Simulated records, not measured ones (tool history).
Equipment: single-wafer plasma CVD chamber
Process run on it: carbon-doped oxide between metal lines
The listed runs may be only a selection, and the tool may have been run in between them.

| run | day | heater temperature setpoint (deg C) | chamber pressure (Pa) | RF power (W) | deposition time (s) | mean film thickness on the monitor wafer (Å) |
|---|---|---|---|---|---|---|
| 1 | 0 | 345 | 681 | 560 | 25.9 | 1479 |
| 2 | 0.05 | 346 | 671 | 550 | 25.9 | 1458.4 |
| 3 | 0.375 | 354 | 671 | 550 | 25.9 | 1421 |
| 4 | 0.546 | 354 | 671 | 595 | 25.9 | 1509.1 |
| 5 | 0.671 | 354 | 671 | 595 | 26.8 | 1562.1 |
| 6 | 0.725 | 354 | 665 | 580 | 26.7 | 1533.2 |
| 7 | 0.971 | 354 | 661 | 565 | 26.6 | 1485 |
| 8 | 1.212 | 354 | 652 | 555 | 26.6 | 1474.3 |
| 9 | 1.404 | 354 | 649 | 545 | 26.5 | 1451 |
| 10 | 1.746 | 354 | 647 | 535 | 26.5 | 1407.3 |
| 11 | 1.942 | 354 | 633 | 530 | 26.5 | 1396.4 |
| 12 | 2.229 | 354 | 619 | 525 | 26.5 | 1375.2 |
| 13 | 2.379 | 354 | 605 | 525 | 26.5 | 1378.9 |
| 14 | 2.625 | 358 | 564 | 440 | 26.1 | 1137 |
| 15 | 2.904 | 357 | 573 | 440 | 26.1 | 1141.5 |
| 16 | 3.071 | 356 | 583 | 440 | 26.1 | 1151.3 |
| 17 | 3.267 | 355 | 591 | 440 | 26.1 | 1153 |

Forecast run 18:
| 18 | 3.567 | 354 | 599 | 440 | 26.1 | ? |

{"run 18": {"mean film thickness on the monitor wafer (Å)": 1153}}
